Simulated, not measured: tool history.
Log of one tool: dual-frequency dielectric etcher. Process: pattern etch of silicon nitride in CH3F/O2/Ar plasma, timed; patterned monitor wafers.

run,hour,source power (kW),bias power (kW),etch time (s),mean etch depth across the wafer (nm)
1,0,0.48,0.061,64,44.604
2,5.8,0.48,0.072,64,47.906
3,10.1,0.48,0.076,64,49.158
4,16.4,0.48,0.085,64,51.391
5,23.8,0.48,0.085,64,51.436
6,30.4,0.48,0.085,64,51.589
7,33.5,0.44,0.082,64,48.378
8,40.2,0.41,0.081,64,46.465
9,46.5,0.39,0.081,64,46.002
10,47.9,0.37,0.08,64,44.618
11,53.7,0.35,0.08,64,43.113

Run 12 comes next. What will it give?
12,62,0.34,0.08,64,?

mean etch depth across the wafer (nm): 42.939

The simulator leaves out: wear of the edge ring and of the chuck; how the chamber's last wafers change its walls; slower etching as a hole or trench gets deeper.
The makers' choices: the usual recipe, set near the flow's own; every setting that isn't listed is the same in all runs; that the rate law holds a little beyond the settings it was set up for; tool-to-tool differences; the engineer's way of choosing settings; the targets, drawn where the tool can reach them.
